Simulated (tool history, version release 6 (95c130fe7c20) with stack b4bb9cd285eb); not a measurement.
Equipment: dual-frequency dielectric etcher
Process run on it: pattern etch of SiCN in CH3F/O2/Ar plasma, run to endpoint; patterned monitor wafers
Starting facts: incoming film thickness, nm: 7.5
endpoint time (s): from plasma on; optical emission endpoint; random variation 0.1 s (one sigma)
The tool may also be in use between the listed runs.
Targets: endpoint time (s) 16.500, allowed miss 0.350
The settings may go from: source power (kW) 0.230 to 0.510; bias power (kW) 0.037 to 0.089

run	hour	source power (kW)	bias power (kW)	endpoint time (s)
1	0.0	0.370	0.063	18.795
2	2.4	0.340	0.063	19.216
3	3.4	0.360	0.064	18.786
4	9.1	0.380	0.065	18.281
5	17.6	0.390	0.066	18.057
6	26.5	0.400	0.067	17.533
7	28.5	0.410	0.067	17.401
8	37.3	0.420	0.067	17.123
# hour 39.8: bias power generator calibrated
9	39.8	0.450	0.068	16.872

Exactly one of the 5 candidate moves below puts every result within its allowed miss. Which one?
A	42.3	0.430	0.063	?
B	42.3	0.400	0.078	?
C	42.3	0.420	0.081	?
D	42.3	0.450	0.078	?
E	42.3	0.450	0.076	?

move	endpoint time (s)
A	17.864
B	16.378
C	15.764
D	15.666
E	15.880
A: misses by more than the last run did
B: every result lands within tolerance
C: pushes the last run's worst result past its target
D: pushes the last run's worst result past its target
E: pushes the last run's worst result past its target
So the answer is move B, the one that meets all the targets.
